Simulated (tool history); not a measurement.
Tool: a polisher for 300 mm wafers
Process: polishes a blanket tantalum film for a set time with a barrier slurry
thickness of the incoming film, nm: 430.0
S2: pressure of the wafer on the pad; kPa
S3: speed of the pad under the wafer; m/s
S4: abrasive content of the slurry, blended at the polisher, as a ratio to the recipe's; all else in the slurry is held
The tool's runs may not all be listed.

{"run": 1, "hour": 0.0, "flow of slurry (ml/min)": 240, "S2": 11.7, "S3": 1.22, "S4": 1.0, "polishing time (s)": 49, "film removed (Å)": 715.94}
{"run": 2, "hour": 3.9, "flow of slurry (ml/min)": 240, "S2": 11.7, "S3": 1.22, "S4": 1.1, "polishing time (s)": 49, "film removed (Å)": 712.53}
{"run": 3, "hour": 8.3, "flow of slurry (ml/min)": 240, "S2": 11.7, "S3": 1.22, "S4": 1.2, "polishing time (s)": 49, "film removed (Å)": 734.53}
{"run": 4, "hour": 12.1, "flow of slurry (ml/min)": 285, "S2": 11.7, "S3": 1.22, "S4": 1.2, "polishing time (s)": 49, "film removed (Å)": 742.64}
{"run": 5, "hour": 13.2, "flow of slurry (ml/min)": 285, "S2": 11.0, "S3": 1.22, "S4": 1.2, "polishing time (s)": 49, "film removed (Å)": 710.85}
{"run": 6, "hour": 21.9, "flow of slurry (ml/min)": 285, "S2": 9.7, "S3": 1.22, "S4": 1.2, "polishing time (s)": 49, "film removed (Å)": 616.24}

The next listed run, before its measurement:
{"run": 7, "hour": 28.5, "flow of slurry (ml/min)": 285, "S2": 9.0, "S3": 1.22, "S4": 1.2, "polishing time (s)": 49, "film removed (Å)": "?"}

film removed (Å): 580.87
